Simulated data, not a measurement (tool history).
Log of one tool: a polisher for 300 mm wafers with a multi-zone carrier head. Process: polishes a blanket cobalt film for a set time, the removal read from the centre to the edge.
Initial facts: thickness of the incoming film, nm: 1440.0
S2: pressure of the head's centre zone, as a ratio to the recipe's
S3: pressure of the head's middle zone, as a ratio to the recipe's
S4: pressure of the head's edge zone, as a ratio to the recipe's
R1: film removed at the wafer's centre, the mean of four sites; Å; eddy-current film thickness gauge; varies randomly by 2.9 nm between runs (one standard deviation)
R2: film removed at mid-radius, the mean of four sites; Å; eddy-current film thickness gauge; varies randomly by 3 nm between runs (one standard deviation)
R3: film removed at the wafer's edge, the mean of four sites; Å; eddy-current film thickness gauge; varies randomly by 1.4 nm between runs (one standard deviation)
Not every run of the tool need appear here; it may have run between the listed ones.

run 1 hour=0 | flow_of_slurry_(ml/min)=125 S2=1 S3=1 S4=1 polishing_time_(s)=81 | R1=3113.6 R2=3098.1 R3=3101.9
run 2 hour=1.1 | flow_of_slurry_(ml/min)=120 S2=0.98 S3=1 S4=0.98 polishing_time_(s)=78 | R1=3043 R2=2962.4 R3=2985
run 3 hour=9 | flow_of_slurry_(ml/min)=120 S2=0.98 S3=1.06 S4=0.98 polishing_time_(s)=78 | R1=2974.5 R2=3068.6 R3=2961.4
run 4 hour=13.2 | flow_of_slurry_(ml/min)=120 S2=0.98 S3=1.06 S4=0.98 polishing_time_(s)=86 | R1=3291.9 R2=3402.1 R3=3252.6
run 5 hour=16.6 | flow_of_slurry_(ml/min)=120 S2=0.98 S3=1.06 S4=0.92 polishing_time_(s)=86 | R1=3296.7 R2=3418.9 R3=3160.9
run 6 hour=18.4 | flow_of_slurry_(ml/min)=120 S2=0.98 S3=1.01 S4=0.92 polishing_time_(s)=86 | R1=3195.8 R2=3261.3 R3=3147.1
run 7 hour=19.6 | flow_of_slurry_(ml/min)=115 S2=0.96 S3=1.01 S4=0.91 polishing_time_(s)=83 | R1=2957.5 R2=3186 R3=3022.3
run 8 hour=26.7 | flow_of_slurry_(ml/min)=110 S2=0.95 S3=1 S4=0.9 polishing_time_(s)=80 | R1=2834.6 R2=2946.9 R3=2928.4
run 9 hour=27.2 | flow_of_slurry_(ml/min)=100 S2=0.86 S3=1.09 S4=0.86 polishing_time_(s)=58 | R1=1869.9 R2=2256.8 R3=2005.9
run 10 hour=35.4 | flow_of_slurry_(ml/min)=105 S2=0.86 S3=1.08 S4=0.87 polishing_time_(s)=58 | R1=1902.3 R2=2302 R3=2029.9
run 11 hour=36 | flow_of_slurry_(ml/min)=110 S2=0.86 S3=1.07 S4=0.88 polishing_time_(s)=58 | R1=1925.8 R2=2305.1 R3=2058.1
run 12 hour=39.5 | flow_of_slurry_(ml/min)=110 S2=0.86 S3=1.06 S4=0.89 polishing_time_(s)=58 | R1=1946.4 R2=2225.6 R3=2071.9
run 13 hour=41.1 | flow_of_slurry_(ml/min)=110 S2=0.85 S3=1.06 S4=0.9 polishing_time_(s)=59 | R1=1900.3 R2=2322.3 R3=2127.8

Predict the results of run 14:
-- hour=44.4 worn pad replaced by a new one
run 14 hour=44.4 | flow_of_slurry_(ml/min)=115 S2=0.85 S3=1.05 S4=0.91 polishing_time_(s)=59 | R1=? R2=? R3=?

R1: 2243.6 Å
R2: 2616.2 Å
R3: 2419.8 Å

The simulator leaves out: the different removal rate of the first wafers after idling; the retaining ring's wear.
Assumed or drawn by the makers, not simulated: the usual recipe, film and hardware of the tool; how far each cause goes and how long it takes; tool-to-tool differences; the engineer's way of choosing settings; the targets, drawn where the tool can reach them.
